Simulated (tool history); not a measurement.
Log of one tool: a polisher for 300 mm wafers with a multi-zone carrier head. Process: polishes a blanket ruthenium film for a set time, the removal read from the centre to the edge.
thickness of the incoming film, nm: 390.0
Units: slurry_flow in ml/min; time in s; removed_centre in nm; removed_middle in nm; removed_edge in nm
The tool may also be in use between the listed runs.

Run 1, hour 0.0: slurry_flow 255 ml/min, centre_zone 1.00, middle_zone 1.00, edge_zone 1.00, time 78 s. Result: removed_centre 111.64 nm, removed_middle 113.66 nm, removed_edge 108.52 nm.
Run 2, hour 7.1: slurry_flow 260 ml/min, centre_zone 0.99, middle_zone 1.01, edge_zone 1.03, time 81 s. Result: removed_centre 115.28 nm, removed_middle 116.84 nm, removed_edge 115.84 nm.
Run 3, hour 10.6: slurry_flow 260 ml/min, centre_zone 0.99, middle_zone 1.07, edge_zone 1.03, time 81 s. Result: removed_centre 116.31 nm, removed_middle 121.23 nm, removed_edge 116.04 nm.
Run 4, hour 18.0: slurry_flow 260 ml/min, centre_zone 0.99, middle_zone 1.11, edge_zone 1.03, time 81 s. Result: removed_centre 116.67 nm, removed_middle 122.56 nm, removed_edge 115.44 nm.
Run 5, hour 20.2: slurry_flow 260 ml/min, centre_zone 0.94, middle_zone 1.11, edge_zone 1.03, time 81 s. Result: removed_centre 109.52 nm, removed_middle 124.45 nm, removed_edge 115.32 nm.
Run 6, hour 27.4: slurry_flow 270 ml/min, centre_zone 0.94, middle_zone 1.12, edge_zone 1.05, time 83 s. Result: removed_centre 111.15 nm, removed_middle 130.29 nm, removed_edge 119.50 nm.
Run 7, hour 28.9: slurry_flow 275 ml/min, centre_zone 0.95, middle_zone 1.12, edge_zone 1.07, time 85 s. Result: removed_centre 116.57 nm, removed_middle 137.52 nm, removed_edge 125.05 nm.

Forecast run 8:
Run 8, hour 32.4: slurry_flow 275 ml/min, centre_zone 0.96, middle_zone 1.11, edge_zone 1.09, time 86 s. Result: removed_centre ?, removed_middle ?, removed_edge ?.

{"run 8": {"removed_centre": 119.23, "removed_middle": 137.71, "removed_edge": 126.52}}
